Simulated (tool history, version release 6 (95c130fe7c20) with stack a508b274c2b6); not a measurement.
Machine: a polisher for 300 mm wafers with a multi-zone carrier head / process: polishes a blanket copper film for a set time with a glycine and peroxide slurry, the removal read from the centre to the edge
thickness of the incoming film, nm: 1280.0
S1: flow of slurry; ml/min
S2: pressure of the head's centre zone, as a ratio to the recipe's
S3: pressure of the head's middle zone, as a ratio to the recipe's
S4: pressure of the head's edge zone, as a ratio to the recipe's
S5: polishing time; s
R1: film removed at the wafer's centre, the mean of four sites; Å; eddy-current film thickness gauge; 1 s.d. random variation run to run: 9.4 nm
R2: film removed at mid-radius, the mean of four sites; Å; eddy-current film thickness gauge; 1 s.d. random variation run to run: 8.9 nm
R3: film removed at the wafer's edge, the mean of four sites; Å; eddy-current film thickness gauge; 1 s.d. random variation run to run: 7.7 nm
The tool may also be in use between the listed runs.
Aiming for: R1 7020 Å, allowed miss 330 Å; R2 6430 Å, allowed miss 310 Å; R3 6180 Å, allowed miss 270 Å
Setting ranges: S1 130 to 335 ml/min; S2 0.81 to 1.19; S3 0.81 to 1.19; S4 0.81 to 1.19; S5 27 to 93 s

run	hour	S1	S2	S3	S4	S5	R1	R2	R3
1	0	215	1	1	1	59	4295.8	4220.9	4085
2	3.4	255	1	1	1	59	4375.2	4180	4123.7
3	6.3	255	1	1	0.93	59	4328.6	4305.8	4026.5
4	10.4	255	1	1	0.85	59	4241.3	4255.7	3862.6
5	14.7	255	1	1	0.81	59	4366.6	4266	3814.4
6	23.2	305	1	1	0.81	59	4515.6	4302	3832.1
7	25.7	300	1.01	1	0.85	66	4970	4897.5	4378.2
8	26.2	300	1.04	0.98	0.88	71	5467.7	5192.1	4756.6
9	30.1	300	1.06	0.97	0.91	75	5735.3	5379.9	5077.2
10	36.4	300	1.11	0.97	0.94	89	7381.1	6575.1	6146.1

Pick the move, out of 5, that brings all results within their allowed miss; only one does.
A	42.7	290	1.17	1.1	0.86	89	?	?	?
B	42.7	335	1.08	1	0.99	85	?	?	?
C	42.7	280	1.17	0.97	0.86	93	?	?	?
D	42.7	295	1.13	1.03	0.9	91	?	?	?
E	42.7	315	1.19	1.07	0.99	86	?	?	?

move	R1	R2	R3
A	7609	6972	5887.7
B	6788.9	6304.4	6064
C	7918.4	6653.6	6146.9
D	7521.4	6817.4	6157.1
E	7535.2	6650.2	6107.6
A: the biggest miss grows against the last run
B: each result inside its tolerance
C: the biggest miss grows against the last run
D: the biggest miss grows against the last run
E: the biggest miss grows against the last run
The right move is B.
